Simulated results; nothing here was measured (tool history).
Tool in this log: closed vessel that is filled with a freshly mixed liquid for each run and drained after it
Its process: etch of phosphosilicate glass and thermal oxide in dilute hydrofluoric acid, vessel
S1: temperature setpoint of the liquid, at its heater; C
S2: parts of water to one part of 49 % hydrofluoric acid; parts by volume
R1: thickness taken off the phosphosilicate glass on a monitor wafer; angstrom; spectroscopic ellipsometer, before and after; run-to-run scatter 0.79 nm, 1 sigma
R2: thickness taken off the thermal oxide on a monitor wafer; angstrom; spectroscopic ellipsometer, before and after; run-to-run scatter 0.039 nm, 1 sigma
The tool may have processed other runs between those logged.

Run 1, hour 0.0: S1 23.0 C, S2 45 parts by volume, time in the liquid (s) 60. Result: R1 999.44 angstrom, R2 64.226 angstrom.
Run 2, hour 7.3: S1 23.0 C, S2 35 parts by volume, time in the liquid (s) 60. Result: R1 1293.50 angstrom, R2 83.215 angstrom.
Run 3, hour 8.1: S1 21.5 C, S2 35 parts by volume, time in the liquid (s) 60. Result: R1 1215.40 angstrom, R2 78.151 angstrom.
Run 4, hour 12.0: S1 21.5 C, S2 35 parts by volume, time in the liquid (s) 80. Result: R1 1627.40 angstrom, R2 104.500 angstrom.
Run 5, hour 18.5: S1 21.0 C, S2 35 parts by volume, time in the liquid (s) 80. Result: R1 1593.50 angstrom, R2 101.240 angstrom.
Run 6, hour 26.2: S1 20.5 C, S2 35 parts by volume, time in the liquid (s) 80. Result: R1 1561.90 angstrom, R2 100.700 angstrom.
Run 7, hour 35.1: S1 20.0 C, S2 35 parts by volume, time in the liquid (s) 80. Result: R1 1522.80 angstrom, R2 97.787 angstrom.

Run 8 has not been measured yet. What should we expect?
Run 8, hour 40.4: S1 19.5 C, S2 35 parts by volume, time in the liquid (s) 80. Result: R1 ?, R2 ?.

{"run 8": {"R1": 1504.9, "R2": 96.095}}
